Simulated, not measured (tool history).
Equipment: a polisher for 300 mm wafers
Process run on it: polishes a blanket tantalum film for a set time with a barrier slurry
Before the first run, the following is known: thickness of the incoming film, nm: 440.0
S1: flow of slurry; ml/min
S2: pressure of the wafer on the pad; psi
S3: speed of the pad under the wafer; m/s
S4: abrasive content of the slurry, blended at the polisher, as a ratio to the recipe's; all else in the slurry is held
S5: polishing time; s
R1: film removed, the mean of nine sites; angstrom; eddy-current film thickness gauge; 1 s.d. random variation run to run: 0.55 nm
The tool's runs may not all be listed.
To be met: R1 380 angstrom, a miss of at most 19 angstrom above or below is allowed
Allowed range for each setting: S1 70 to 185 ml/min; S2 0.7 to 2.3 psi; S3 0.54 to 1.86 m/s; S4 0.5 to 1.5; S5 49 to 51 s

run  hour   S1   S2    S3   S4  S5      R1
  1     0  120  1.5  1.18    1  49  675.63
  2   8.2  120  1.5  1.36    1  49   767.8
  3  16.8  120  1.5  1.36    1  49  755.17
  4  24.8  120  1.3   1.3    1  49  649.29
  5  28.7  120  1.6   1.3    1  49  767.81
  6  30.1  120  1.6   1.3  0.9  49  730.29
  7  31.4  120  1.3  1.24  0.9  49  605.23
  8  37.5  120  1.3  1.24  0.9  49  613.64
  9  44.3  120  1.1  1.18  0.9  49  509.01
 10  47.5  120    1  1.16  0.9  49  482.56
 11  53.1  120  0.9  1.14  0.9  49  443.12

Next run, 4 choices. One meets every target within its allowed miss, the rest don't. Which?
  A  58.7  110  0.8  0.94  1.15  50   ?
  B  58.7   75  1.4   1.2   0.8  51   ?
  C  58.7   95  0.9  1.28   0.9  51   ?
  D  58.7  115    1  1.18  0.95  51   ?

move      R1
   A  376.49
   B  505.28
   C  465.75
   D  508.02
A: every result lands within tolerance
B: moves away from the targets compared with the last run
C: moves away from the targets compared with the last run
D: moves away from the targets compared with the last run
Correct choice: A, which meets every target

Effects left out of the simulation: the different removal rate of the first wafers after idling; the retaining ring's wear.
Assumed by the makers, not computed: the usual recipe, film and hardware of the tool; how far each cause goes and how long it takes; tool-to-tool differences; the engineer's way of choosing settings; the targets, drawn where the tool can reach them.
